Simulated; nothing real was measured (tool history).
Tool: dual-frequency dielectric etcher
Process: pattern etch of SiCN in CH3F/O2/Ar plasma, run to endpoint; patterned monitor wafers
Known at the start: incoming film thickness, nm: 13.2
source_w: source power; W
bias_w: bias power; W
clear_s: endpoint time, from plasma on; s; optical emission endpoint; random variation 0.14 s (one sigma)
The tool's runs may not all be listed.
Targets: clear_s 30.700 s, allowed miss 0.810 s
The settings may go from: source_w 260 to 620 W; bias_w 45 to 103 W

run 1 hour=0.0 | source_w=440 bias_w=74 | clear_s=35.683
run 2 hour=5.2 | source_w=440 bias_w=79 | clear_s=34.274
run 3 hour=12.8 | source_w=370 bias_w=79 | clear_s=36.236
run 4 hour=15.8 | source_w=390 bias_w=80 | clear_s=35.561
run 5 hour=23.0 | source_w=390 bias_w=73 | clear_s=36.968
run 6 hour=26.2 | source_w=410 bias_w=74 | clear_s=36.215
-- hour=33.4 source power generator calibrated
run 7 hour=33.4 | source_w=430 bias_w=75 | clear_s=36.101
run 8 hour=41.5 | source_w=440 bias_w=77 | clear_s=35.013
run 9 hour=43.2 | source_w=440 bias_w=77 | clear_s=35.226
run 10 hour=51.4 | source_w=450 bias_w=79 | clear_s=34.580
run 11 hour=57.7 | source_w=460 bias_w=80 | clear_s=34.116
run 12 hour=66.1 | source_w=470 bias_w=81 | clear_s=33.818
run 13 hour=67.4 | source_w=480 bias_w=82 | clear_s=33.071
run 14 hour=70.8 | source_w=490 bias_w=83 | clear_s=32.284
run 15 hour=79.6 | source_w=520 bias_w=84 | clear_s=31.685

4 next moves are on the table. One of them brings every result within its allowed miss. Which?
run A hour=88.4 | source_w=610 bias_w=74 | clear_s=?
run B hour=88.4 | source_w=570 bias_w=85 | clear_s=?
run C hour=88.4 | source_w=500 bias_w=80 | clear_s=?
run D hour=88.4 | source_w=490 bias_w=81 | clear_s=?

move=A clear_s=32.196
move=B clear_s=30.531
move=C clear_s=32.933
move=D clear_s=32.923
A: further off than the last run
B: meets every target
C: further off than the last run
D: further off than the last run
Answer: B
